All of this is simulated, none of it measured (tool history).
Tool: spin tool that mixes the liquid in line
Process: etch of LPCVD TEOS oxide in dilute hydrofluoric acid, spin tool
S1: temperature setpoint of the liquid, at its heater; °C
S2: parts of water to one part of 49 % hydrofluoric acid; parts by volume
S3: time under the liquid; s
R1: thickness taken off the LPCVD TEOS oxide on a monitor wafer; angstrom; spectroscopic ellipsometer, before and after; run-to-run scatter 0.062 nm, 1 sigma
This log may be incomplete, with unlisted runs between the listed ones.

{"run": 1, "hour": 0.0, "S1": 23, "S2": 90, "S3": 50, "R1": 113.74}
{"run": 2, "hour": 3.7, "S1": 22, "S2": 95, "S3": 50, "R1": 102.59}
{"run": 3, "hour": 11.7, "S1": 21, "S2": 100, "S3": 50, "R1": 94.804}
{"run": 4, "hour": 20.6, "S1": 24, "S2": 100, "S3": 50, "R1": 107.03}
{"run": 5, "hour": 28.8, "S1": 27.5, "S2": 100, "S3": 50, "R1": 120.61}
{"run": 6, "hour": 36.7, "S1": 24, "S2": 100, "S3": 50, "R1": 105.24}
{"run": 7, "hour": 38.8, "S1": 23, "S2": 105, "S3": 50, "R1": 97.064}

Run 8 comes next. What will it give?
{"run": 8, "hour": 47.1, "S1": 22, "S2": 110, "S3": 50, "R1": "?"}

Run 8 came out at R1 88.335 angstrom.
